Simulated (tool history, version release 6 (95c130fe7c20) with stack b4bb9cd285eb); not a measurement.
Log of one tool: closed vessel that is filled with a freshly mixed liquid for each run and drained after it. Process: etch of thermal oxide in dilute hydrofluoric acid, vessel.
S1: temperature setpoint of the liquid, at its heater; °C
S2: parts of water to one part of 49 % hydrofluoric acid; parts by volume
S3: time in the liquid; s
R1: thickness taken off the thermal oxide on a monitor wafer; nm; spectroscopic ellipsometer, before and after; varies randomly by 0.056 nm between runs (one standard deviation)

{"run": 1, "day": 0.0, "S1": 20, "S2": 210, "S3": 610, "R1": 9.7346}
{"run": 2, "day": 0.146, "S1": 20, "S2": 210, "S3": 610, "R1": 9.795}
{"run": 3, "day": 0.479, "S1": 21.5, "S2": 200, "S3": 610, "R1": 10.995}
{"run": 4, "day": 0.808, "S1": 21.5, "S2": 230, "S3": 610, "R1": 9.2239}
{"run": 5, "day": 0.95, "S1": 23, "S2": 215, "S3": 610, "R1": 10.655}
{"run": 6, "day": 1.067, "S1": 23, "S2": 215, "S3": 610, "R1": 10.669}
{"run": 7, "day": 1.396, "S1": 24, "S2": 205, "S3": 610, "R1": 11.585}
{"run": 8, "day": 1.65, "S1": 28, "S2": 150, "S3": 610, "R1": 19.788}

Run 9 has not been measured yet. What should we expect?
{"run": 9, "day": 1.721, "S1": 27.5, "S2": 150, "S3": 610, "R1": "?"}

{"run 9": {"R1": 19.293}}
